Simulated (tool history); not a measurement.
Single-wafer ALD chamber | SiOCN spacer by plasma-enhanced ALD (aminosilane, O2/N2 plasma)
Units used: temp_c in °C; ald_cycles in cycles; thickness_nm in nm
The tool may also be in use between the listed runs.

run    day  temp_c  ald_cycles  thickness_nm
  1  0.000     385          91        5.2588
  2  0.046     385          80        4.5989
  3  0.329     379          80        4.6111
  4  0.529     386          80        4.6250
  5  0.562     386          92        5.3191
  6  0.929     386          81        4.6828

For run 7, what comes out?
  7  1.117     386          78             ?

Run 7 measured thickness_nm 4.4882 nm.

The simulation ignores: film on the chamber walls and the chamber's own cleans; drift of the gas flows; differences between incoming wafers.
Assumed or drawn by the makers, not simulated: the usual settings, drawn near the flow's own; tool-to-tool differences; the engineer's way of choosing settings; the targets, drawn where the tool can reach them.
